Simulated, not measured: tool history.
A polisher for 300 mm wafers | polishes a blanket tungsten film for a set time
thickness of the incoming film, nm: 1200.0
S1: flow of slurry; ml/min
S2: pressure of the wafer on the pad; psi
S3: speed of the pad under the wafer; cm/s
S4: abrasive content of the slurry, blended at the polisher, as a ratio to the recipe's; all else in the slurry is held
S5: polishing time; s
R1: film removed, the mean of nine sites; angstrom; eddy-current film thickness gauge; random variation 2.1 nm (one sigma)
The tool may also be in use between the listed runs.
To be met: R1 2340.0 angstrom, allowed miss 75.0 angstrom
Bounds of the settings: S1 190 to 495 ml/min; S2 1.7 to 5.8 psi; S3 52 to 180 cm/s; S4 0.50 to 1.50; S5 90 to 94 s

run	hour	S1	S2	S3	S4	S5	R1
1	0.0	320	3.7	116	1.00	90	4120.8
2	3.4	320	3.1	114	1.00	90	3414.3
3	6.7	320	3.1	114	1.10	90	3541.9
4	10.6	285	3.1	114	1.10	90	3517.9
5	16.9	285	3.9	114	1.10	90	4362.4
6	20.2	285	3.9	114	1.25	90	4498.3
7	22.7	285	3.2	112	1.25	90	3679.1
8	26.4	285	2.7	110	1.25	90	3025.5
9	31.8	285	2.4	110	1.25	90	2724.3
10	37.7	285	2.3	110	1.25	90	2618.3
11	40.0	285	2.2	110	1.25	90	2506.7

Which of these 5 next moves meets every target?
A	42.3	245	2.4	92	1.05	90	?
B	42.3	265	2.2	98	1.20	90	?
C	42.3	250	1.8	118	1.15	90	?
D	42.3	235	3.0	72	1.45	92	?
E	42.3	220	2.2	98	1.15	90	?

move	R1
A	2166.9
B	2204.9
C	2148.6
D	2333.5
E	2140.9
A: takes the result that was furthest off past its target
B: takes the result that was furthest off past its target
C: takes the result that was furthest off past its target
D: meets every target
E: takes the result that was furthest off past its target
The right move is D.
